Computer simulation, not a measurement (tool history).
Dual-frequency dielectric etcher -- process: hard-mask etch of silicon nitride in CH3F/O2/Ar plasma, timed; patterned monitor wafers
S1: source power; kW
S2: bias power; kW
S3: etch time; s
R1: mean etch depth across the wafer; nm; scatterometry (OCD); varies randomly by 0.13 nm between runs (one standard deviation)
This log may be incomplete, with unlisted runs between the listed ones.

{"run": 1, "hour": 0.0, "S1": 0.53, "S2": 0.062, "S3": 75.5, "R1": 53.656}
{"run": 2, "hour": 3.7, "S1": 0.53, "S2": 0.073, "S3": 75.5, "R1": 57.75}
{"run": 3, "hour": 10.8, "S1": 0.57, "S2": 0.073, "S3": 75.5, "R1": 59.598}
{"run": 4, "hour": 14.5, "S1": 0.62, "S2": 0.073, "S3": 75.5, "R1": 62.028}
{"run": 5, "hour": 16.6, "S1": 0.66, "S2": 0.073, "S3": 75.5, "R1": 63.777}
{"run": 6, "hour": 22.2, "S1": 0.58, "S2": 0.073, "S3": 75.5, "R1": 59.942}
{"run": 7, "hour": 23.5, "S1": 0.55, "S2": 0.071, "S3": 75.5, "R1": 58.173}
{"run": 8, "hour": 28.6, "S1": 0.52, "S2": 0.069, "S3": 75.5, "R1": 55.843}
{"run": 9, "hour": 31.8, "S1": 0.5, "S2": 0.068, "S3": 75.5, "R1": 54.573}
{"run": 10, "hour": 32.6, "S1": 0.48, "S2": 0.067, "S3": 75.5, "R1": 53.062}
{"run": 11, "hour": 41.2, "S1": 0.48, "S2": 0.067, "S3": 75.5, "R1": 53.283}
{"run": 12, "hour": 47.5, "S1": 0.46, "S2": 0.066, "S3": 75.5, "R1": 51.893}

What will run 13 give?
{"run": 13, "hour": 49.8, "S1": 0.44, "S2": 0.066, "S3": 75.5, "R1": "?"}

Run 13 yielded R1 50.741 nm.
